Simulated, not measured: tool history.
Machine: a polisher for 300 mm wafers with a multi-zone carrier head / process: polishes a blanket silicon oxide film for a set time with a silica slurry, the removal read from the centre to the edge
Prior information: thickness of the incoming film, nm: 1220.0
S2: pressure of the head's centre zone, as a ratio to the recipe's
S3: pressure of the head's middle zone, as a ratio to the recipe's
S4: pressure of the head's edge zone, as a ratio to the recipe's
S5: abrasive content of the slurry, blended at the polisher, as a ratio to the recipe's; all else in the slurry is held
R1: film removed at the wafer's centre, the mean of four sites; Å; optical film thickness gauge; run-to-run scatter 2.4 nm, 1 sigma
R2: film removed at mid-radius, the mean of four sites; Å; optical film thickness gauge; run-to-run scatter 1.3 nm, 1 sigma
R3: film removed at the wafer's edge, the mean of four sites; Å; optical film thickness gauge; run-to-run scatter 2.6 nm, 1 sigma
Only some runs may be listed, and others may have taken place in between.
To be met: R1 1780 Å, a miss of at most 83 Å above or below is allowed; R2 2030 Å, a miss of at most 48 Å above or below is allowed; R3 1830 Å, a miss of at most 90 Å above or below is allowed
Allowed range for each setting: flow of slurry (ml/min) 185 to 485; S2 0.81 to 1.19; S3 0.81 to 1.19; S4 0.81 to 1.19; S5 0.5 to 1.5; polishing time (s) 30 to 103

Run 1, hour 0: flow of slurry (ml/min) 310, S2 1, S3 1, S4 1, S5 1, polishing time (s) 66. Result: R1 2690 Å, R2 2763.9 Å, R3 2738.9 Å.
Run 2, hour 2.4: flow of slurry (ml/min) 310, S2 0.99, S3 1, S4 0.98, S5 0.95, polishing time (s) 65. Result: R1 2591.1 Å, R2 2651.7 Å, R3 2596.9 Å.
Run 3, hour 9.9: flow of slurry (ml/min) 310, S2 1.07, S3 1, S4 0.98, S5 0.95, polishing time (s) 65. Result: R1 2824.2 Å, R2 2628.6 Å, R3 2624.1 Å.
Run 4, hour 14.1: flow of slurry (ml/min) 310, S2 1.07, S3 1, S4 0.94, S5 0.95, polishing time (s) 65. Result: R1 2857.9 Å, R2 2635.8 Å, R3 2539 Å.
Run 5, hour 19.2: flow of slurry (ml/min) 275, S2 1.07, S3 1, S4 0.94, S5 0.95, polishing time (s) 65. Result: R1 2844.4 Å, R2 2596.7 Å, R3 2533.2 Å.
Run 6, hour 25.7: flow of slurry (ml/min) 275, S2 1.13, S3 1, S4 0.94, S5 0.95, polishing time (s) 65. Result: R1 2929.1 Å, R2 2596.1 Å, R3 2501.7 Å.
Run 7, hour 28.3: flow of slurry (ml/min) 270, S2 1.1, S3 1.01, S4 0.94, S5 0.9, polishing time (s) 64. Result: R1 2732.4 Å, R2 2502.5 Å, R3 2457.2 Å.
Run 8, hour 29.4: flow of slurry (ml/min) 285, S2 1.08, S3 1.02, S4 0.93, S5 0.85, polishing time (s) 63. Result: R1 2618.6 Å, R2 2443.2 Å, R3 2272.2 Å.
Run 9, hour 35.6: flow of slurry (ml/min) 280, S2 1.06, S3 1.02, S4 0.93, S5 0.8, polishing time (s) 63. Result: R1 2523.7 Å, R2 2390.2 Å, R3 2286.8 Å.
Run 10, hour 43.6: flow of slurry (ml/min) 345, S2 0.96, S3 1.12, S4 0.87, S5 0.55, polishing time (s) 51. Result: R1 1573 Å, R2 1769 Å, R3 1488 Å.
Run 11, hour 49.1: flow of slurry (ml/min) 345, S2 0.96, S3 1.12, S4 0.89, S5 0.55, polishing time (s) 51. Result: R1 1548.9 Å, R2 1771.7 Å, R3 1539.3 Å.
Run 12, hour 57.8: flow of slurry (ml/min) 345, S2 0.97, S3 1.13, S4 0.9, S5 0.55, polishing time (s) 51. Result: R1 1592.1 Å, R2 1773.1 Å, R3 1500 Å.

Of the 4 settings listed for the next run, only one would bring every result within its allowed miss of target. Which one?
Run A, hour 66.5: flow of slurry (ml/min) 410, S2 0.83, S3 1.1, S4 0.97, S5 0.8, polishing time (s) 53. Result: R1 ?, R2 ?, R3 ?.
Run B, hour 66.5: flow of slurry (ml/min) 285, S2 0.93, S3 0.85, S4 0.98, S5 0.55, polishing time (s) 63. Result: R1 ?, R2 ?, R3 ?.
Run C, hour 66.5: flow of slurry (ml/min) 285, S2 0.97, S3 1, S4 0.93, S5 0.5, polishing time (s) 59. Result: R1 ?, R2 ?, R3 ?.
Run D, hour 66.5: flow of slurry (ml/min) 280, S2 0.93, S3 1.08, S4 0.9, S5 0.65, polishing time (s) 57. Result: R1 ?, R2 ?, R3 ?.

move      R1      R2      R3
   A  1677.8  2198.3  1991.1
   B  1784.2  1686.5  1926.8
   C  1658.7  1718.4    1677
   D  1758.3  2028.7  1830.1
A: the result that was furthest off in the last run now lies on the other side of its target
B: the biggest miss grows against the last run
C: the biggest miss grows against the last run
D: meets every target
So the answer is move D, the one that meets all the targets.
